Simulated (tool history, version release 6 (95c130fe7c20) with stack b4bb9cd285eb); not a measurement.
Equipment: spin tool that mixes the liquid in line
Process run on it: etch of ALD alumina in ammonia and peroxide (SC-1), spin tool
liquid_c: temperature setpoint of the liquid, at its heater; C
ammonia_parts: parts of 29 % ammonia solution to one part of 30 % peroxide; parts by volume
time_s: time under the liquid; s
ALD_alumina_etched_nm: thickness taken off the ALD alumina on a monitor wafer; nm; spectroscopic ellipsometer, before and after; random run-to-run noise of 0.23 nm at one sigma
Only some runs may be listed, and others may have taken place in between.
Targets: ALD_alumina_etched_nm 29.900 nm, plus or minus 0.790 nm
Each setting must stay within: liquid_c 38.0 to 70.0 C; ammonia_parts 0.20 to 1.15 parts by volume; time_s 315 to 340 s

run 1 day=0.000 | liquid_c=54.0 ammonia_parts=0.65 time_s=315 | ALD_alumina_etched_nm=19.507
run 2 day=0.342 | liquid_c=54.0 ammonia_parts=0.65 time_s=340 | ALD_alumina_etched_nm=20.791
run 3 day=0.367 | liquid_c=55.0 ammonia_parts=0.65 time_s=340 | ALD_alumina_etched_nm=21.922
run 4 day=0.412 | liquid_c=50.5 ammonia_parts=0.65 time_s=340 | ALD_alumina_etched_nm=17.171
run 5 day=0.671 | liquid_c=52.0 ammonia_parts=0.65 time_s=340 | ALD_alumina_etched_nm=18.717
run 6 day=0.983 | liquid_c=57.5 ammonia_parts=0.65 time_s=340 | ALD_alumina_etched_nm=25.125
run 7 day=1.042 | liquid_c=58.0 ammonia_parts=0.65 time_s=340 | ALD_alumina_etched_nm=25.785
run 8 day=1.258 | liquid_c=61.5 ammonia_parts=0.65 time_s=340 | ALD_alumina_etched_nm=30.722

5 candidate next runs follow, results not yet known. Just one meets every target within its allowed miss. Identify it.
run A day=1.475 | liquid_c=63.0 ammonia_parts=0.55 time_s=340 | ALD_alumina_etched_nm=?
run B day=1.475 | liquid_c=62.5 ammonia_parts=1.05 time_s=315 | ALD_alumina_etched_nm=?
run C day=1.475 | liquid_c=60.5 ammonia_parts=0.75 time_s=340 | ALD_alumina_etched_nm=?
run D day=1.475 | liquid_c=63.0 ammonia_parts=0.75 time_s=315 | ALD_alumina_etched_nm=?
run E day=1.475 | liquid_c=63.0 ammonia_parts=0.60 time_s=335 | ALD_alumina_etched_nm=?

move=A ALD_alumina_etched_nm=32.970
move=B ALD_alumina_etched_nm=31.651
move=C ALD_alumina_etched_nm=29.853
move=D ALD_alumina_etched_nm=31.454
move=E ALD_alumina_etched_nm=32.753
A: misses by more than the last run did
B: misses by more than the last run did
C: every result within its allowed miss
D: misses by more than the last run did
E: misses by more than the last run did
C meets every target.
